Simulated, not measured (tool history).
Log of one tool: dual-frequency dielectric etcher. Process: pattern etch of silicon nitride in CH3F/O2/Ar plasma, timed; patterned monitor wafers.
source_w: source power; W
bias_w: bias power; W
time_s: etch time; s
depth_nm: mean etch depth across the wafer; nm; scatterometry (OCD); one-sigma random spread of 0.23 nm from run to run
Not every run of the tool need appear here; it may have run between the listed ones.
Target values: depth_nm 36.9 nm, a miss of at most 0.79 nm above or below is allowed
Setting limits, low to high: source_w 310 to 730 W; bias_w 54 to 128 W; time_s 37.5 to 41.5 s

{"run": 1, "hour": 0.0, "source_w": 520, "bias_w": 91, "time_s": 41.5, "depth_nm": 30.736}
{"run": 2, "hour": 9.0, "source_w": 440, "bias_w": 91, "time_s": 41.5, "depth_nm": 29.321}
{"run": 3, "hour": 13.1, "source_w": 470, "bias_w": 94, "time_s": 41.5, "depth_nm": 30.418}
{"run": 4, "hour": 15.2, "source_w": 470, "bias_w": 88, "time_s": 41.5, "depth_nm": 29.48}
{"run": 5, "hour": 18.5, "source_w": 470, "bias_w": 98, "time_s": 41.5, "depth_nm": 30.831}
{"run": 6, "hour": 27.0, "source_w": 410, "bias_w": 98, "time_s": 41.5, "depth_nm": 30.176}
{"run": 7, "hour": 27.8, "source_w": 430, "bias_w": 100, "time_s": 41.5, "depth_nm": 30.397}
{"run": 8, "hour": 35.2, "source_w": 450, "bias_w": 102, "time_s": 41.5, "depth_nm": 31.356}
{"run": 9, "hour": 42.7, "source_w": 550, "bias_w": 109, "time_s": 41.5, "depth_nm": 33.667}
{"run": 10, "hour": 49.3, "source_w": 560, "bias_w": 110, "time_s": 41.5, "depth_nm": 34.121}
{"run": 11, "hour": 55.6, "source_w": 570, "bias_w": 111, "time_s": 41.5, "depth_nm": 34.497}
{"run": 12, "hour": 61.5, "source_w": 580, "bias_w": 112, "time_s": 41.5, "depth_nm": 34.087}
{"run": 13, "hour": 66.6, "source_w": 590, "bias_w": 113, "time_s": 41.5, "depth_nm": 34.821}
{"run": 14, "hour": 70.1, "source_w": 600, "bias_w": 114, "time_s": 41.5, "depth_nm": 35.428}
{"run": 15, "hour": 78.2, "source_w": 610, "bias_w": 114, "time_s": 41.5, "depth_nm": 35.407}

Consider the 4 candidate settings below. Which is the only one whose results all fall within their allowed miss of target?
{"run": "A", "hour": 86.3, "source_w": 590, "bias_w": 123, "time_s": 37.5, "depth_nm": "?"}
{"run": "B", "hour": 86.3, "source_w": 640, "bias_w": 114, "time_s": 40.5, "depth_nm": "?"}
{"run": "C", "hour": 86.3, "source_w": 720, "bias_w": 125, "time_s": 37.5, "depth_nm": "?"}
{"run": "D", "hour": 86.3, "source_w": 620, "bias_w": 124, "time_s": 41.5, "depth_nm": "?"}

move=A depth_nm=32.302
move=B depth_nm=34.526
move=C depth_nm=34.355
move=D depth_nm=36.354
A: lands further from the targets than the last run did
B: lands further from the targets than the last run did
C: lands further from the targets than the last run did
D: hits every target within its allowed miss
Answer: D
